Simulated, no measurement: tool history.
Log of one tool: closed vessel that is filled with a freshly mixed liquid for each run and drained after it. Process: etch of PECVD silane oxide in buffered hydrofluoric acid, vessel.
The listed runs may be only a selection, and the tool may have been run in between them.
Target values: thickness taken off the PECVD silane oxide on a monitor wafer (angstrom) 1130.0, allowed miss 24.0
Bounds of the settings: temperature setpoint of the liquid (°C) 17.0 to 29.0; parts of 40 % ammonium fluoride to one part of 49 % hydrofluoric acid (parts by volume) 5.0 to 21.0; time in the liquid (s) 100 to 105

run,hour,temperature setpoint of the liquid (°C),parts of 40 % ammonium fluoride to one part of 49 % hydrofluoric acid (parts by volume),time in the liquid (s),thickness taken off the PECVD silane oxide on a monitor wafer (angstrom)
1,0.0,21.0,13.0,100,1782.7
2,1.3,18.5,13.0,100,1542.9
3,9.8,18.0,14.0,100,1398.2
4,14.8,18.0,14.0,100,1402.5
5,20.5,17.5,14.5,100,1307.1
6,24.7,17.5,14.5,105,1384.4
7,32.1,17.5,15.0,105,1327.9
8,35.3,17.5,15.5,105,1291.6
9,36.3,17.5,16.0,105,1246.2
10,41.8,17.5,16.5,105,1215.9

Pick the move, out of 5, that brings all results within their allowed miss; only one does.
A,47.3,18.0,15.5,105,?
B,47.3,17.5,15.0,105,?
C,47.3,23.5,19.0,100,?
D,47.3,17.0,14.5,100,?
E,47.3,17.5,17.0,100,?

move,thickness taken off the PECVD silane oxide on a monitor wafer (angstrom)
A,1315.9
B,1321.0
C,1400.0
D,1264.2
E,1111.9
A: further off than the last run
B: further off than the last run
C: further off than the last run
D: further off than the last run
E: every result lands within tolerance
The move that meets every target is E.

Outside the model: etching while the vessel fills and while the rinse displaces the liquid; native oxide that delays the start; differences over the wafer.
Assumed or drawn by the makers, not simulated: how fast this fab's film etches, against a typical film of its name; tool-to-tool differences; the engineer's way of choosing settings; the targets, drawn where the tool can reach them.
